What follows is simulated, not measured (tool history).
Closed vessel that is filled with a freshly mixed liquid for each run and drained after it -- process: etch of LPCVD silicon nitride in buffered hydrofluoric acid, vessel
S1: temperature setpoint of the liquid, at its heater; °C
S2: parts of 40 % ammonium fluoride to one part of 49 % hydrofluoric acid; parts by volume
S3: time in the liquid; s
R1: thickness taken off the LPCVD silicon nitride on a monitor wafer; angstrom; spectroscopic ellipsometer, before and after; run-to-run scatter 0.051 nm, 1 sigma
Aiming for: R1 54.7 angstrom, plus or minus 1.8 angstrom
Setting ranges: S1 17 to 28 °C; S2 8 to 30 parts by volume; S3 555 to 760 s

| run | hour | S1 | S2 | S3 | R1 |
|---|---|---|---|---|---|
| 1 | 0 | 20 | 21.5 | 760 | 47.718 |
| 2 | 7.9 | 20 | 21.5 | 555 | 34.45 |
| 3 | 16.2 | 22.5 | 21 | 555 | 40.326 |
| 4 | 16.7 | 22.5 | 17 | 555 | 48.767 |
| 5 | 24 | 23.5 | 17 | 555 | 52.016 |
| 6 | 32.2 | 23.5 | 17 | 760 | 70.636 |
| 7 | 36.3 | 22.5 | 17 | 760 | 67.105 |
| 8 | 38.3 | 21 | 17 | 760 | 61.218 |

Next run, 4 choices. One meets every target within its allowed miss, the rest don't. Which?
| A | 40.3 | 22 | 16 | 695 | ? |
| B | 40.3 | 17 | 11 | 555 | ? |
| C | 40.3 | 22.5 | 16 | 690 | ? |
| D | 40.3 | 23 | 13 | 640 | ? |

| move | R1 |
|---|---|
| A | 63.032 |
| B | 54.873 |
| C | 64.332 |
| D | 75.209 |
A: lands further from the targets than the last run did
B: hits every target within its allowed miss
C: lands further from the targets than the last run did
D: lands further from the targets than the last run did
Answer: B

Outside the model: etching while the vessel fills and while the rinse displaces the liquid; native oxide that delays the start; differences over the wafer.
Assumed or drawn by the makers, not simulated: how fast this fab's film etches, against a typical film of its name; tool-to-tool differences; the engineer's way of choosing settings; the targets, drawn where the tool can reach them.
